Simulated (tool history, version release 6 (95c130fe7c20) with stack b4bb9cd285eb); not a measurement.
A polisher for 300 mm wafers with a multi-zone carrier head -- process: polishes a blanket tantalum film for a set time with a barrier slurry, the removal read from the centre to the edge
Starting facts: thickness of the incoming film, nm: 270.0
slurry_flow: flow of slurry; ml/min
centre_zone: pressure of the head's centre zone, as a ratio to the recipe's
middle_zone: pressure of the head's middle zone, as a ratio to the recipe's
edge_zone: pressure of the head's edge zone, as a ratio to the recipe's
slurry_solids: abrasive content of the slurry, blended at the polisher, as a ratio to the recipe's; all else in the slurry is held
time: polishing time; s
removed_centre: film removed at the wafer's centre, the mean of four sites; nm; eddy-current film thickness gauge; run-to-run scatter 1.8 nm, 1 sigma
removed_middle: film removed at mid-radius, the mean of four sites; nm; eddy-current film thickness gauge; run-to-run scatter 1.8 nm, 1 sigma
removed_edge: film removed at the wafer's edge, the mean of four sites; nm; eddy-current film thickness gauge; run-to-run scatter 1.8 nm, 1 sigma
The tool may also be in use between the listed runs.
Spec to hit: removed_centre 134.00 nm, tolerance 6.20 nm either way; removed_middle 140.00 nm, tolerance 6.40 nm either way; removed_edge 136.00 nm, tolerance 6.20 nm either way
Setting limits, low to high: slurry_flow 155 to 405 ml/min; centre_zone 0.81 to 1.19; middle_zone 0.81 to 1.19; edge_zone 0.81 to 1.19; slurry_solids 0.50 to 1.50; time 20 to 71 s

{"run": 1, "hour": 0.0, "slurry_flow": 260, "centre_zone": 1.0, "middle_zone": 1.0, "edge_zone": 1.0, "slurry_solids": 1.0, "time": 45, "removed_centre": 109.23, "removed_middle": 106.47, "removed_edge": 113.06}
{"run": 2, "hour": 7.2, "slurry_flow": 260, "centre_zone": 1.03, "middle_zone": 1.0, "edge_zone": 1.0, "slurry_solids": 1.0, "time": 45, "removed_centre": 111.75, "removed_middle": 107.36, "removed_edge": 110.06}
{"run": 3, "hour": 7.9, "slurry_flow": 260, "centre_zone": 1.03, "middle_zone": 1.04, "edge_zone": 1.0, "slurry_solids": 1.0, "time": 45, "removed_centre": 109.85, "removed_middle": 112.95, "removed_edge": 109.83}
{"run": 4, "hour": 10.7, "slurry_flow": 260, "centre_zone": 1.03, "middle_zone": 1.04, "edge_zone": 1.01, "slurry_solids": 1.05, "time": 45, "removed_centre": 112.59, "removed_middle": 114.04, "removed_edge": 110.0}
{"run": 5, "hour": 14.2, "slurry_flow": 290, "centre_zone": 1.03, "middle_zone": 1.04, "edge_zone": 1.01, "slurry_solids": 1.05, "time": 45, "removed_centre": 113.68, "removed_middle": 116.42, "removed_edge": 115.19}
{"run": 6, "hour": 19.6, "slurry_flow": 345, "centre_zone": 1.03, "middle_zone": 1.04, "edge_zone": 1.01, "slurry_solids": 1.05, "time": 45, "removed_centre": 118.01, "removed_middle": 114.41, "removed_edge": 117.19}
{"run": 7, "hour": 25.5, "slurry_flow": 345, "centre_zone": 1.03, "middle_zone": 1.05, "edge_zone": 1.02, "slurry_solids": 1.1, "time": 45, "removed_centre": 117.28, "removed_middle": 119.72, "removed_edge": 118.29}
{"run": 8, "hour": 32.0, "slurry_flow": 350, "centre_zone": 1.03, "middle_zone": 1.05, "edge_zone": 1.03, "slurry_solids": 1.15, "time": 45, "removed_centre": 118.56, "removed_middle": 122.44, "removed_edge": 116.96}
{"run": 9, "hour": 36.9, "slurry_flow": 355, "centre_zone": 1.03, "middle_zone": 1.05, "edge_zone": 1.03, "slurry_solids": 1.15, "time": 46, "removed_centre": 122.57, "removed_middle": 121.94, "removed_edge": 119.85}

4 candidate next runs follow, results not yet known. Just one meets every target within its allowed miss. Identify it.
{"run": "A", "hour": 41.8, "slurry_flow": 405, "centre_zone": 0.99, "middle_zone": 0.94, "edge_zone": 1.01, "slurry_solids": 1.05, "time": 53, "removed_centre": "?", "removed_middle": "?", "removed_edge": "?"}
{"run": "B", "hour": 41.8, "slurry_flow": 315, "centre_zone": 1.02, "middle_zone": 1.09, "edge_zone": 1.07, "slurry_solids": 1.25, "time": 50, "removed_centre": "?", "removed_middle": "?", "removed_edge": "?"}
{"run": "C", "hour": 41.8, "slurry_flow": 395, "centre_zone": 1.08, "middle_zone": 1.02, "edge_zone": 0.99, "slurry_solids": 1.1, "time": 48, "removed_centre": "?", "removed_middle": "?", "removed_edge": "?"}
{"run": "D", "hour": 41.8, "slurry_flow": 355, "centre_zone": 1.02, "middle_zone": 1.07, "edge_zone": 1.05, "slurry_solids": 1.15, "time": 46, "removed_centre": "?", "removed_middle": "?", "removed_edge": "?"}

move=A removed_centre=133.35 removed_middle=127.11 removed_edge=134.74
move=B removed_centre=131.21 removed_middle=138.44 removed_edge=133.63
move=C removed_centre=131.03 removed_middle=124.40 removed_edge=121.89
move=D removed_centre=119.90 removed_middle=124.40 removed_edge=120.57
A: closes in on the targets versus the last run, not all within tolerance yet
B: all results in spec
C: closes in on the targets versus the last run, not all within tolerance yet
D: closes in on the targets versus the last run, not all within tolerance yet
The right move is B.

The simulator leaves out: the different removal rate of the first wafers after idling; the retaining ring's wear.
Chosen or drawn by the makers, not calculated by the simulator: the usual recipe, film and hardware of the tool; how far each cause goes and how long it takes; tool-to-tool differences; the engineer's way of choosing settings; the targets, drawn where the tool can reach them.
